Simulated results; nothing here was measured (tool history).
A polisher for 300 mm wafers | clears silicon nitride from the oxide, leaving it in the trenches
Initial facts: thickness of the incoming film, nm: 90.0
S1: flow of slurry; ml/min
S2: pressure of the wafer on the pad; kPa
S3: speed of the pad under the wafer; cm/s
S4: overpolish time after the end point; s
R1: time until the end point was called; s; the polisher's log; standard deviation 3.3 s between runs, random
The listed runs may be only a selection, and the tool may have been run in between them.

{"run": 1, "hour": 0.0, "S1": 160, "S2": 15.9, "S3": 90, "S4": 6, "R1": 122.95}
{"run": 2, "hour": 8.2, "S1": 160, "S2": 11.7, "S3": 90, "S4": 6, "R1": 162.5}
{"run": 3, "hour": 11.0, "S1": 160, "S2": 15.2, "S3": 90, "S4": 6, "R1": 127.93}
{"run": 4, "hour": 12.2, "S1": 160, "S2": 13.1, "S3": 86, "S4": 6, "R1": 150.42}
{"run": 5, "hour": 18.7, "S1": 160, "S2": 15.2, "S3": 86, "S4": 6, "R1": 130.32}
{"run": 6, "hour": 26.9, "S1": 160, "S2": 12.4, "S3": 86, "S4": 6, "R1": 161.43}
{"run": 7, "hour": 29.8, "S1": 160, "S2": 11, "S3": 84, "S4": 6, "R1": 183.72}
{"run": 8, "hour": 38.5, "S1": 160, "S2": 10.3, "S3": 82, "S4": 6, "R1": 193.98}
{"run": 9, "hour": 42.8, "S1": 160, "S2": 9.7, "S3": 80, "S4": 6, "R1": 208.83}

For run 10, what comes out?
{"run": 10, "hour": 45.3, "S1": 160, "S2": 9, "S3": 80, "S4": 6, "R1": "?"}

Run 10 yielded R1 222.02 s.
